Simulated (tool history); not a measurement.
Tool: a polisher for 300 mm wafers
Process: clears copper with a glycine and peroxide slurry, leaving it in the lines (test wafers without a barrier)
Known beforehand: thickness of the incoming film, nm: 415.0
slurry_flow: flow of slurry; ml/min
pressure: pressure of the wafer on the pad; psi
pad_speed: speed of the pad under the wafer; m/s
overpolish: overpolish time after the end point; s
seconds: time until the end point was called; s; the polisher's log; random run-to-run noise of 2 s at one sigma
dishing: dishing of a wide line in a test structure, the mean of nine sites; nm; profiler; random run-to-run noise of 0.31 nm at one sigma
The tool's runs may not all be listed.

run    day  slurry_flow  pressure  pad_speed  overpolish  seconds  dishing
  1      0          285       2.7        0.8          12   86.903   40.081
  2  0.212          275       2.3        0.8           9   96.823   27.068
  3  0.425          260         2       0.82           7    105.6   20.156
  4  0.633          255       1.8       0.84           6   108.65   16.674
  5  0.696          285       1.8       0.84           6   109.06   17.219
  6  0.825          285       1.8       0.94           6   102.87   17.918

What will run 7 give?
  7  1.146          285       1.7       0.94           6        ?        ?

{"run 7": {"seconds": 103.42, "dishing": 18.159}}

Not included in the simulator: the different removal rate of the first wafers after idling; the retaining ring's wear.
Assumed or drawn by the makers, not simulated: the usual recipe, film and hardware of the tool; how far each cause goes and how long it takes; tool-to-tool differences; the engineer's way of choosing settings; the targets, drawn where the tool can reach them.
